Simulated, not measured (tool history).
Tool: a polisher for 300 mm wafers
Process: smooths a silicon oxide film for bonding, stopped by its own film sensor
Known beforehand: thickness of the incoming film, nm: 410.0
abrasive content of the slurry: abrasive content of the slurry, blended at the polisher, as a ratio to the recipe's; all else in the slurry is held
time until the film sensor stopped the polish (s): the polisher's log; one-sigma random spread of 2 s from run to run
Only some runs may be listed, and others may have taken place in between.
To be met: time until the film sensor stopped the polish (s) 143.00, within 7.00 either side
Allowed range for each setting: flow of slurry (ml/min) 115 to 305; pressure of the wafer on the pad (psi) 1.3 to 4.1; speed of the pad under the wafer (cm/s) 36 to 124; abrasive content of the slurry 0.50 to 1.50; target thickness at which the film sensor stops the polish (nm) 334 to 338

run	day	flow of slurry (ml/min)	pressure of the wafer on the pad (psi)	speed of the pad under the wafer (cm/s)	abrasive content of the slurry	target thickness at which the film sensor stops the polish (nm)	time until the film sensor stopped the polish (s)
1	0.000	195	2.7	80	1.00	338	105.52
2	0.175	175	2.7	80	1.00	338	108.89
3	0.546	170	2.6	80	1.00	338	112.29
4	0.667	170	2.6	80	1.15	338	104.60
5	1.025	170	2.6	80	1.15	334	112.61
6	1.392	170	2.5	80	1.15	334	114.53
7	1.496	170	2.4	80	1.15	334	118.91
8	1.838	170	2.3	80	1.15	334	125.00
9	2.133	170	1.9	78	1.15	334	156.16

Pick the move, out of 5, that brings all results within their allowed miss; only one does.
A	2.429	175	2.1	88	1.05	337	?
B	2.429	150	2.1	84	1.30	338	?
C	2.429	195	1.6	76	1.35	336	?
D	2.429	115	1.7	88	1.20	334	?
E	2.429	140	1.7	94	1.25	338	?

move	time until the film sensor stopped the polish (s)
A	126.53
B	123.29
C	167.93
D	168.17
E	141.90
A: moves the result that the last run missed by most past its target, out the other side
B: moves the result that the last run missed by most past its target, out the other side
C: lands further from the targets than the last run did
D: lands further from the targets than the last run did
E: in spec on every target
So the answer is move E, the one that meets all the targets.
